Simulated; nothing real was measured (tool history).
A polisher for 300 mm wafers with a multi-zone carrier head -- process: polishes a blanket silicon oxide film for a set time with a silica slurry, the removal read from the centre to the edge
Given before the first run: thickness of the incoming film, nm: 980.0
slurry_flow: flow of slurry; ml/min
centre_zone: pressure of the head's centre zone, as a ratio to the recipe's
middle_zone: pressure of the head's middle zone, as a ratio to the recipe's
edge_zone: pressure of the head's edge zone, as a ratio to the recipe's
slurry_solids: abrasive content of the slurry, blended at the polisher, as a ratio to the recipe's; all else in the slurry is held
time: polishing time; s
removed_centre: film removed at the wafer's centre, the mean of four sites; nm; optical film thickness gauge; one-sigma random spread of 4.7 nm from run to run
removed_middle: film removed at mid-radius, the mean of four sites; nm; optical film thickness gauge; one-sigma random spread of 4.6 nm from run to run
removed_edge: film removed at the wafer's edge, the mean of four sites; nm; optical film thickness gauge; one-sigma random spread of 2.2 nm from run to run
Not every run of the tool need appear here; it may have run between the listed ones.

run 1 hour=0 | slurry_flow=175 centre_zone=1 middle_zone=1 edge_zone=1 slurry_solids=1 time=54 | removed_centre=276.1 removed_middle=271.26 removed_edge=279.63
run 2 hour=4.1 | slurry_flow=175 centre_zone=1 middle_zone=1 edge_zone=1 slurry_solids=1.15 time=54 | removed_centre=298.57 removed_middle=291.03 removed_edge=289.68
run 3 hour=9.8 | slurry_flow=175 centre_zone=1.08 middle_zone=1 edge_zone=1 slurry_solids=1.15 time=54 | removed_centre=306.58 removed_middle=294.63 removed_edge=289.79
run 4 hour=11.8 | slurry_flow=145 centre_zone=1.08 middle_zone=1 edge_zone=1 slurry_solids=1.15 time=54 | removed_centre=306.41 removed_middle=280.44 removed_edge=282.56
run 5 hour=19 | slurry_flow=145 centre_zone=1.08 middle_zone=1 edge_zone=1 slurry_solids=1.3 time=54 | removed_centre=319.73 removed_middle=291.96 removed_edge=298.18
run 6 hour=26.8 | slurry_flow=145 centre_zone=1.08 middle_zone=1 edge_zone=1 slurry_solids=1.3 time=45 | removed_centre=260.93 removed_middle=242.95 removed_edge=247.11
run 7 hour=34.6 | slurry_flow=150 centre_zone=1.09 middle_zone=1.01 edge_zone=1.01 slurry_solids=1.3 time=46 | removed_centre=269.03 removed_middle=252.01 removed_edge=255.84

Forecast run 8:
run 8 hour=37.9 | slurry_flow=155 centre_zone=1.1 middle_zone=1.01 edge_zone=1.01 slurry_solids=1.3 time=46 | removed_centre=? removed_middle=? removed_edge=?

removed_centre: 284.42 nm
removed_middle: 259.52 nm
removed_edge: 255.43 nm
